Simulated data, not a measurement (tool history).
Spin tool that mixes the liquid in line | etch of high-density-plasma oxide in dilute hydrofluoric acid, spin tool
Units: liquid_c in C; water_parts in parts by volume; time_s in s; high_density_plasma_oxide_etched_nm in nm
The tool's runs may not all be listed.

| run | day | liquid_c | water_parts | time_s | high_density_plasma_oxide_etched_nm |
|---|---|---|---|---|---|
| 1 | 0.000 | 22.0 | 220 | 55 | 1.32580 |
| 2 | 0.338 | 19.5 | 220 | 55 | 1.20770 |
| 3 | 0.392 | 19.0 | 220 | 55 | 1.18900 |
| 4 | 0.633 | 19.0 | 290 | 55 | 0.85345 |
| 5 | 0.779 | 20.0 | 290 | 55 | 0.88122 |
| 6 | 1.067 | 20.5 | 290 | 55 | 0.89995 |

Forecast run 7:
| 7 | 1.258 | 21.0 | 290 | 55 | ? |

Run 7 gave high_density_plasma_oxide_etched_nm 0.90287 nm.
